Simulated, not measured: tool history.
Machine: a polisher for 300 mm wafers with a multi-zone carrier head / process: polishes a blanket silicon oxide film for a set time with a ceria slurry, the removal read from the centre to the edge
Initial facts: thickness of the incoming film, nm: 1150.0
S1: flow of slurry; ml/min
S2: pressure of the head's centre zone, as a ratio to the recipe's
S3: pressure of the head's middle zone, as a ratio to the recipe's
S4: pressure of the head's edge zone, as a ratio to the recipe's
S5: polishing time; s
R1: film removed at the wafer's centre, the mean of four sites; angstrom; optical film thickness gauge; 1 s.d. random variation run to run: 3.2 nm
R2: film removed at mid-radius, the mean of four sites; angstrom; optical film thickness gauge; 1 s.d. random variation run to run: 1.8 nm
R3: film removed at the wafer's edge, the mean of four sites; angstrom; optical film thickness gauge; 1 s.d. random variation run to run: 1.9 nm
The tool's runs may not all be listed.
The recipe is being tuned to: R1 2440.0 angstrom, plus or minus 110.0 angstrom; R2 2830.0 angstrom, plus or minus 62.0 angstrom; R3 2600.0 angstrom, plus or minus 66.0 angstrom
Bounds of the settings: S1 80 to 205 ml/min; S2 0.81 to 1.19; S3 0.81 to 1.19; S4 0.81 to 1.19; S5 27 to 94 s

run	day	S1	S2	S3	S4	S5	R1	R2	R3
1	0.000	135	1.00	1.00	1.00	60	3385.6	3309.7	3540.1
2	0.367	130	0.98	1.01	0.97	58	3187.6	3263.3	3287.0
3	0.417	130	0.98	1.04	0.97	58	3181.2	3294.6	3336.3
4	0.771	125	0.96	1.03	0.94	57	3057.9	3185.8	3192.3
5	1.017	125	0.91	1.03	0.94	57	2867.4	3159.5	3153.8
6	1.046	150	0.91	1.03	0.94	57	3085.1	3349.9	3276.1
# day 1.325: slurry nozzle cleaned
7	1.325	140	0.90	1.03	0.92	56	3153.3	3493.1	3356.5
8	1.604	130	0.92	1.06	0.93	55	3097.9	3471.2	3259.1
9	1.908	125	0.91	1.05	0.91	54	3017.6	3356.9	3170.5
10	2.212	125	0.90	1.05	0.90	51	2788.2	3144.4	2970.0

Which of these 5 next moves meets every target?
A	2.517	135	0.98	1.03	0.82	43	?	?	?
B	2.517	110	0.89	1.00	0.88	46	?	?	?
C	2.517	115	0.90	1.00	0.90	45	?	?	?
D	2.517	100	0.91	1.05	0.84	51	?	?	?
E	2.517	110	0.91	1.10	0.93	45	?	?	?

move	R1	R2	R3
A	2631.3	2678.2	2405.1
B	2434.1	2681.6	2579.4
C	2435.0	2648.6	2566.5
D	2692.3	3029.4	2757.3
E	2436.8	2840.2	2584.9
A: pushes the last run's worst result past its target
B: meets the target for the result that was furthest off, but another lies outside its allowed miss
C: meets the target for the result that was furthest off, but another lies outside its allowed miss
D: an improvement on the last run, though not all results are within tolerance
E: each result inside its tolerance
The right move is E.

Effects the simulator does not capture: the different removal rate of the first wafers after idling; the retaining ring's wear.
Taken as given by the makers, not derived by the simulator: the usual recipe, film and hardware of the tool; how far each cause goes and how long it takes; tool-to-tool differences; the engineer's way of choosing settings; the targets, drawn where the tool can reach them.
